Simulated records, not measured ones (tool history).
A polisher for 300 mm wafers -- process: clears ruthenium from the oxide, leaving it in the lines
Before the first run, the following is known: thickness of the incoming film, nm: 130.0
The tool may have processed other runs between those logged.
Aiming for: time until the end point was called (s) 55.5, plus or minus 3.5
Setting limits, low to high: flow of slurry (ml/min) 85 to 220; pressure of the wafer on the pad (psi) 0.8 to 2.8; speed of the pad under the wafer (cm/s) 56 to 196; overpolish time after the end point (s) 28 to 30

run,day,flow of slurry (ml/min),pressure of the wafer on the pad (psi),speed of the pad under the wafer (cm/s),overpolish time after the end point (s),time until the end point was called (s)
1,0,140,1.8,126,28,81.755
2,0.2,140,1.8,126,28,84.947
3,0.317,140,2,126,28,75.467
4,0.496,140,2,100,28,91.676
5,0.683,140,2.2,102,28,86.613
6,1.025,140,2.5,102,28,76.137
7,1.092,140,2.6,108,28,68.59
8,1.35,140,2.6,112,28,63.719
9,1.379,140,2.7,114,28,63.128
10,1.646,140,2.7,114,28,62.529
11,1.925,140,2.7,116,28,62.572
12,1.975,140,2.7,118,28,60.511

Which single option among these 5 for the next run brings every result within its allowed miss of target? Just one does.
A,2.025,155,2.3,114,28,?
B,2.025,130,2.3,132,28,?
C,2.025,130,2.8,124,30,?
D,2.025,130,2.6,116,28,?
E,2.025,130,2.7,112,30,?

move,time until the end point was called (s)
A,71.07
B,63.597
C,55.644
D,63.697
E,63.433
A: further off than the last run
B: further off than the last run
C: all results land within tolerance of their targets
D: further off than the last run
E: further off than the last run
Move C is the one to make.

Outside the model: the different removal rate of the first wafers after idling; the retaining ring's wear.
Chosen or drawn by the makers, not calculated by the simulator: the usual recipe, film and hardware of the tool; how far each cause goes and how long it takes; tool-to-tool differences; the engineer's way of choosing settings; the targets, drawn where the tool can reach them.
